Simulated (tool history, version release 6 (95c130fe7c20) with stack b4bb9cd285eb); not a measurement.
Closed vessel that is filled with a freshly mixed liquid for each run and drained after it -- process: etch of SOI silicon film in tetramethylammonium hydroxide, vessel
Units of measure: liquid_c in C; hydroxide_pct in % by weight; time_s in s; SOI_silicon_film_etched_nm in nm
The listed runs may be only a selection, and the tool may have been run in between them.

| run | hour | liquid_c | hydroxide_pct | time_s | SOI_silicon_film_etched_nm |
|---|---|---|---|---|---|
| 1 | 0 | 66 | 18.5 | 90 | 340.84 |
| 2 | 4.6 | 66 | 17 | 90 | 354.29 |
| 3 | 10.9 | 66 | 17 | 100 | 387.59 |
| 4 | 15.8 | 66 | 17 | 100 | 389.19 |
| 5 | 18.7 | 66 | 17 | 100 | 390.88 |
| 6 | 23.5 | 60.5 | 17 | 100 | 278.44 |

Forecast run 7:
| 7 | 25.1 | 67 | 16.5 | 100 | ? |

{"run 7": {"SOI_silicon_film_etched_nm": 422.78}}

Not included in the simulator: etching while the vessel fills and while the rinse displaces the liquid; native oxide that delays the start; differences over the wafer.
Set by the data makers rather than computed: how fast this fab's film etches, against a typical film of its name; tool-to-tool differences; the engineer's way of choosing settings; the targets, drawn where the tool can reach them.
